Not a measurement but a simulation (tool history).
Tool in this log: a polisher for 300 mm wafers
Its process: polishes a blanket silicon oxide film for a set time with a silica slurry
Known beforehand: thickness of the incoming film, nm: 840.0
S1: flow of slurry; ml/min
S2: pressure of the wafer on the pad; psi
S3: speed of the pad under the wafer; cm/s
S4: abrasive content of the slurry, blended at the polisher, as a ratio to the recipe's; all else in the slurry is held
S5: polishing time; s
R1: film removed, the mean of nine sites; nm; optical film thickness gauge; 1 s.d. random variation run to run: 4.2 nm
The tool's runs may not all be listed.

run,day,S1,S2,S3,S4,S5,R1
1,0.000,205,4.0,156,1.0,81,276.55
2,0.350,205,4.0,156,0.9,81,254.13
3,0.546,205,4.0,156,0.9,84,267.54
4,0.817,205,4.4,156,0.9,84,295.59
5,0.958,250,4.4,156,0.9,84,295.58
6,1.150,220,4.4,156,0.9,84,295.74
7,1.483,220,5.5,160,0.9,84,370.57
8,1.546,220,5.6,160,0.9,84,380.92
9,1.675,220,5.7,160,0.9,84,383.17
10,2.008,220,5.8,160,0.9,84,381.15
11,2.367,220,5.9,162,0.9,84,400.27

Estimate the outcome of run 12 from the log above:
12,2.650,220,6.1,166,0.9,84,?

For run 12 the tool returned R1 417.17 nm.
